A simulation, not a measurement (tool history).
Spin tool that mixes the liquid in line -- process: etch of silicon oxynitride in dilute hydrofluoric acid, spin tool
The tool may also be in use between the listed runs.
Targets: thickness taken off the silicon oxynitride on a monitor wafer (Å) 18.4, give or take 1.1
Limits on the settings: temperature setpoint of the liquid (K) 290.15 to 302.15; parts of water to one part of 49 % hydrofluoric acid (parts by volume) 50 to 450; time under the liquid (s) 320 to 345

run,hour,temperature setpoint of the liquid (K),parts of water to one part of 49 % hydrofluoric acid (parts by volume),time under the liquid (s),thickness taken off the silicon oxynitride on a monitor wafer (Å)
1,0,294.15,250,320,26.496
2,5.5,293.65,260,320,24.886
3,9.6,293.65,260,320,24.606
4,10.4,293.15,265,320,24.168
5,14.3,292.65,275,320,22.597
6,15.3,292.15,280,320,22.381
7,23.5,292.15,290,320,19.729
8,29.4,291.65,290,320,19.932

Pick the move, out of 4, that brings all results within their allowed miss; only one does.
A,35.3,293.65,365,345,?
B,35.3,290.65,255,320,?
C,35.3,290.65,275,345,?
D,35.3,291.65,310,345,?

move,thickness taken off the silicon oxynitride on a monitor wafer (Å)
A,17.877
B,22.117
C,21.861
D,19.898
A: meets every target
B: moves away from the targets compared with the last run
C: moves away from the targets compared with the last run
D: as far off as the last run
Move A is the one to make.
